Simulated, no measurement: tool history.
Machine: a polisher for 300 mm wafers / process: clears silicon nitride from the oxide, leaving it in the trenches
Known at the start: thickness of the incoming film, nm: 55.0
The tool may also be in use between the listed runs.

| run | hour | flow of slurry (ml/min) | pressure of the wafer on the pad (kPa) | speed of the pad under the wafer (cm/s) | overpolish time after the end point (s) | time until the end point was called (s) |
|---|---|---|---|---|---|---|
| 1 | 0.0 | 220 | 15.2 | 80 | 34 | 79.983 |
| 2 | 5.4 | 220 | 15.2 | 72 | 34 | 88.330 |
| 3 | 10.8 | 220 | 15.2 | 72 | 34 | 86.007 |
| 4 | 18.4 | 220 | 15.2 | 62 | 34 | 106.020 |
| 5 | 20.4 | 220 | 15.2 | 80 | 34 | 79.491 |
| 6 | 28.9 | 220 | 15.2 | 88 | 34 | 72.513 |
| 7 | 31.7 | 220 | 14.5 | 88 | 34 | 74.720 |

What will run 8 give?
| 8 | 36.7 | 220 | 13.8 | 88 | 34 | ? |

time until the end point was called (s): 77.191
